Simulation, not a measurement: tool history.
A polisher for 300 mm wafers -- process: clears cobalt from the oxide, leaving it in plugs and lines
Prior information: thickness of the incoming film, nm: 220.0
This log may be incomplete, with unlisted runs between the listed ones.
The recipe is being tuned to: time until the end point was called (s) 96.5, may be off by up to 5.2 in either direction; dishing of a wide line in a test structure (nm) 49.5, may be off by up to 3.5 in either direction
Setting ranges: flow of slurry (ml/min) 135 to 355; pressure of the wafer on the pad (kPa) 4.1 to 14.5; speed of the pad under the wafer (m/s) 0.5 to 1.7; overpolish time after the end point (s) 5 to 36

| run | hour | flow of slurry (ml/min) | pressure of the wafer on the pad (kPa) | speed of the pad under the wafer (m/s) | overpolish time after the end point (s) | time until the end point was called (s) | dishing of a wide line in a test structure (nm) |
|---|---|---|---|---|---|---|---|
| 1 | 0 | 225 | 9 | 1.1 | 18 | 60.183 | 45.33 |
| 2 | 3.7 | 225 | 9 | 1.1 | 11 | 59.543 | 32.81 |
| 3 | 5.5 | 225 | 9 | 1.1 | 5 | 60.375 | 17.55 |
| 4 | 8.5 | 225 | 9 | 1.1 | 9 | 59.578 | 28.727 |
| 5 | 11.2 | 225 | 8.3 | 1.1 | 10 | 63.533 | 28.373 |
| 6 | 14.5 | 225 | 7.6 | 1.1 | 11 | 70.389 | 29.396 |
| 7 | 19 | 225 | 7.6 | 1.1 | 12 | 69.693 | 31.576 |
| 8 | 23.2 | 225 | 6.9 | 1.1 | 13 | 79.21 | 29.431 |
| 9 | 31.9 | 225 | 6.9 | 1.1 | 14 | 76.599 | 32.708 |
| 10 | 39.8 | 225 | 6.9 | 1.1 | 15 | 78.286 | 34.625 |
| 11 | 40.9 | 225 | 6.9 | 1.1 | 16 | 78.356 | 36.035 |
| 12 | 48 | 225 | 6.9 | 1.1 | 17 | 75.848 | 36.381 |
| 13 | 52.4 | 225 | 6.9 | 1.1 | 17 | 76.87 | 36.943 |
| 14 | 55.8 | 225 | 6.9 | 1.1 | 17 | 78.213 | 37.906 |
| 15 | 56.5 | 225 | 6.9 | 1.1 | 18 | 79.287 | 39.612 |
| 16 | 57.4 | 225 | 6.9 | 1.1 | 19 | 76.884 | 41.892 |
| 17 | 59.4 | 225 | 6.9 | 1.1 | 20 | 78.176 | 40.172 |
| 18 | 63.2 | 225 | 6.9 | 1.1 | 21 | 77.36 | 42.913 |
|  | 70 | slurry nozzle cleaned |
| 19 | 70 | 225 | 6.9 | 1.1 | 22 | 75.379 | 45.736 |
| 20 | 72.8 | 225 | 5.5 | 1.1 | 25 | 91.344 | 44.076 |

Consider the 5 candidate settings below. Which is the only one whose results all fall within their allowed miss of target?
| A | 75.6 | 185 | 5.5 | 1.1 | 31 | ? | ? |
| B | 75.6 | 150 | 6.9 | 1.1 | 23 | ? | ? |
| C | 75.6 | 200 | 6.9 | 1.04 | 29 | ? | ? |
| D | 75.6 | 270 | 5.5 | 1.2 | 34 | ? | ? |
| E | 75.6 | 205 | 6.2 | 0.94 | 24 | ? | ? |

| move | time until the end point was called (s) | dishing of a wide line in a test structure (nm) |
|---|---|---|
| A | 94.504 | 49.043 |
| B | 79.363 | 45.526 |
| C | 79.623 | 51.758 |
| D | 82.605 | 55.054 |
| E | 96.783 | 41.436 |
A: all results land within tolerance of their targets
B: moves away from the targets compared with the last run
C: brings the last run's worst result on target, with another outside its allowed miss
D: moves the result that the last run missed by most past its target, out the other side
E: moves away from the targets compared with the last run
The move that meets every target is A.

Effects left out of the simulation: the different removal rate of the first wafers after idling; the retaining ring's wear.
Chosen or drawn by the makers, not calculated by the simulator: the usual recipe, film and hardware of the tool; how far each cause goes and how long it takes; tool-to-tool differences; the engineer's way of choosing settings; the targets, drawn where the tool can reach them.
